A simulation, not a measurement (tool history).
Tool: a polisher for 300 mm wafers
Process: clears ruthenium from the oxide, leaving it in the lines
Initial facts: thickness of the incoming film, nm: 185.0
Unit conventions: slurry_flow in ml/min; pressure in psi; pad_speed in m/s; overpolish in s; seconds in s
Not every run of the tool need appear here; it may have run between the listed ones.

run  hour  slurry_flow  pressure  pad_speed  overpolish  seconds
  1   0.0          135       2.3       0.86           7   169.41
  2   1.2          135       2.3       0.86           7   168.62
  3   7.0          135       2.3       0.86           7   169.87
  4  11.4          135       2.4       0.86           7   159.93
  5  12.9          135       2.5       0.86           7   158.01
  6  14.3          135       2.5       0.86           7   156.57
  7  15.1          135       2.6       0.86           7   153.31
  8  23.2          135       2.7       0.86           7   147.26
  9  31.4          135       2.8       0.86           7   143.31

What will run 10 give?
 10  32.9          135       2.9       0.86           7        ?

seconds: 139.69 s

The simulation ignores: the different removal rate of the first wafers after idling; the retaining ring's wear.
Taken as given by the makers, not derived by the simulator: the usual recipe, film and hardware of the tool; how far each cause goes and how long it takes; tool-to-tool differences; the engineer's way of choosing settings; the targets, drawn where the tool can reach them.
